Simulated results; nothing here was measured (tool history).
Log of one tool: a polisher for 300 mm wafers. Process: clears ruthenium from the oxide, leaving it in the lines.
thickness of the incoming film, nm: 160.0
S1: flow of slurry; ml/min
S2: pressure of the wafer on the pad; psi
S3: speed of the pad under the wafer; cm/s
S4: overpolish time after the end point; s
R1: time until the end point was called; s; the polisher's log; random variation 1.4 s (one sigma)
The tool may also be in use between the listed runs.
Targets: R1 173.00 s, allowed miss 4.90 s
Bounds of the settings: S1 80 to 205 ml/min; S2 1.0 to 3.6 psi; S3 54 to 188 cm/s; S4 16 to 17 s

run	hour	S1	S2	S3	S4	R1
1	0.0	135	2.3	120	16	134.81
2	6.2	130	2.2	120	16	141.72
3	8.9	125	2.1	120	16	150.21
4	10.5	125	2.3	120	16	137.95
5	12.4	125	2.3	120	16	136.16
6	20.6	125	2.3	120	17	136.11
7	24.1	120	2.2	120	17	144.30
8	29.3	115	2.1	120	17	152.99
9	30.8	110	2.1	120	17	152.36
10	37.8	110	2.0	120	17	161.55
11	40.7	105	2.0	120	17	163.40
12	44.2	100	2.0	120	17	165.49
13	46.8	95	2.0	120	17	167.97

5 next moves are on the table. One of them brings every result within its allowed miss. Which?
A	49.4	105	1.9	132	16	?
B	49.4	130	1.9	120	17	?
C	49.4	115	2.7	88	16	?
D	49.4	95	2.2	104	16	?
E	49.4	110	1.9	124	17	?

move	R1
A	156.18
B	163.77
C	161.10
D	174.94
E	164.22
A: further off than the last run
B: further off than the last run
C: further off than the last run
D: meets every target
E: further off than the last run
Answer: D
